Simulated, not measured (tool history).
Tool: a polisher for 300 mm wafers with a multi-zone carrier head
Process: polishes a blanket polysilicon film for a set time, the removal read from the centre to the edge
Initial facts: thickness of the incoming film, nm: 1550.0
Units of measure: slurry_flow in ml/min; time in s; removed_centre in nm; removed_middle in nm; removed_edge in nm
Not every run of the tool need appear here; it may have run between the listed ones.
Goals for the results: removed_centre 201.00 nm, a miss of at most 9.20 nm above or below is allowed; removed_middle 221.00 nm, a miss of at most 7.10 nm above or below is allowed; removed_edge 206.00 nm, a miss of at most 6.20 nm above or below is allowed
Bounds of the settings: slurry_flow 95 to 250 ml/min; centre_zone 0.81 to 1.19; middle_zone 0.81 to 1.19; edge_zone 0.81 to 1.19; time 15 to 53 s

run 1 hour=0.0 | slurry_flow=160 centre_zone=1.00 middle_zone=1.00 edge_zone=1.00 time=34 | removed_centre=297.97 removed_middle=300.24 removed_edge=296.84
run 2 hour=2.6 | slurry_flow=160 centre_zone=0.93 middle_zone=1.00 edge_zone=1.00 time=34 | removed_centre=267.30 removed_middle=301.27 removed_edge=294.33
run 3 hour=9.6 | slurry_flow=160 centre_zone=0.93 middle_zone=1.08 edge_zone=1.00 time=34 | removed_centre=271.21 removed_middle=318.28 removed_edge=298.52
run 4 hour=14.6 | slurry_flow=160 centre_zone=0.93 middle_zone=1.08 edge_zone=1.00 time=28 | removed_centre=221.18 removed_middle=263.65 removed_edge=243.59
run 5 hour=18.1 | slurry_flow=160 centre_zone=0.93 middle_zone=1.14 edge_zone=1.00 time=28 | removed_centre=223.69 removed_middle=274.92 removed_edge=243.83
run 6 hour=22.9 | slurry_flow=160 centre_zone=0.93 middle_zone=1.14 edge_zone=0.96 time=28 | removed_centre=226.17 removed_middle=269.29 removed_edge=235.71
run 7 hour=26.0 | slurry_flow=155 centre_zone=0.92 middle_zone=1.12 edge_zone=0.94 time=28 | removed_centre=224.36 removed_middle=270.76 removed_edge=238.23
run 8 hour=27.1 | slurry_flow=155 centre_zone=0.92 middle_zone=1.12 edge_zone=0.94 time=28 | removed_centre=223.48 removed_middle=271.08 removed_edge=233.65
run 9 hour=32.4 | slurry_flow=150 centre_zone=0.92 middle_zone=1.09 edge_zone=0.93 time=27 | removed_centre=214.32 removed_middle=255.08 removed_edge=225.76
run 10 hour=34.1 | slurry_flow=145 centre_zone=0.92 middle_zone=1.07 edge_zone=0.92 time=27 | removed_centre=210.60 removed_middle=247.43 removed_edge=222.94
run 11 hour=37.5 | slurry_flow=140 centre_zone=0.92 middle_zone=1.06 edge_zone=0.91 time=27 | removed_centre=210.00 removed_middle=244.27 removed_edge=220.05
run 12 hour=40.5 | slurry_flow=135 centre_zone=0.92 middle_zone=1.05 edge_zone=0.90 time=27 | removed_centre=206.86 removed_middle=239.91 removed_edge=218.07
run 13 hour=49.1 | slurry_flow=135 centre_zone=0.92 middle_zone=1.05 edge_zone=0.90 time=27 | removed_centre=210.21 removed_middle=235.10 removed_edge=220.77
run 14 hour=49.7 | slurry_flow=130 centre_zone=0.92 middle_zone=1.05 edge_zone=0.89 time=27 | removed_centre=201.89 removed_middle=238.60 removed_edge=218.67
run 15 hour=54.7 | slurry_flow=130 centre_zone=0.93 middle_zone=1.04 edge_zone=0.88 time=27 | removed_centre=202.44 removed_middle=233.79 removed_edge=216.24
run 16 hour=60.8 | slurry_flow=130 centre_zone=0.94 middle_zone=1.04 edge_zone=0.87 time=27 | removed_centre=209.57 removed_middle=238.57 removed_edge=214.80

Which of these 4 next moves meets every target?
run A hour=66.9 | slurry_flow=140 centre_zone=0.99 middle_zone=1.19 edge_zone=0.81 time=26 | removed_centre=? removed_middle=? removed_edge=?
run B hour=66.9 | slurry_flow=115 centre_zone=0.98 middle_zone=0.97 edge_zone=0.97 time=27 | removed_centre=? removed_middle=? removed_edge=?
run C hour=66.9 | slurry_flow=110 centre_zone=0.95 middle_zone=1.01 edge_zone=0.84 time=27 | removed_centre=? removed_middle=? removed_edge=?
run D hour=66.9 | slurry_flow=125 centre_zone=0.96 middle_zone=1.06 edge_zone=0.82 time=29 | removed_centre=? removed_middle=? removed_edge=?

move=A removed_centre=214.52 removed_middle=260.73 removed_edge=202.86
move=B removed_centre=210.91 removed_middle=218.98 removed_edge=223.36
move=C removed_centre=202.30 removed_middle=224.55 removed_edge=207.62
move=D removed_centre=226.27 removed_middle=257.86 removed_edge=224.51
A: lands further from the targets than the last run did
B: brings the last run's worst result on target, with another outside its allowed miss
C: in spec on every target
D: lands further from the targets than the last run did
Go with C: it meets all targets.
